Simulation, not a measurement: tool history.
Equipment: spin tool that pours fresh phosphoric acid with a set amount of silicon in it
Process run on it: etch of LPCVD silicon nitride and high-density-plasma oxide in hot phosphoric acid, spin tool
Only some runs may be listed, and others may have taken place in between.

run	hour	temperature setpoint of the liquid (K)	silicon dissolved in the acid as it is poured (mg a litre)	time under the liquid (s)	thickness taken off the LPCVD silicon nitride on a monitor wafer (Å)	thickness taken off the high-density-plasma oxide on a monitor wafer (Å)
1	0.0	434.15	11.5	160	149.90	3.9158
2	7.7	432.65	11.5	160	144.08	3.7986
3	10.8	432.65	11.5	185	164.47	4.9464
4	14.4	432.65	11.5	130	117.19	3.2278
5	19.9	433.65	10.0	140	130.29	3.9508
6	22.9	433.65	10.0	185	170.20	5.3135
7	30.7	434.65	10.0	185	176.45	5.0110

Run 8, settings as shown, results not yet in. Your forecast:
8	39.3	437.15	3.0	190	?	?

thickness taken off the LPCVD silicon nitride on a monitor wafer (Å): 199.12
thickness taken off the high-density-plasma oxide on a monitor wafer (Å): 8.2224
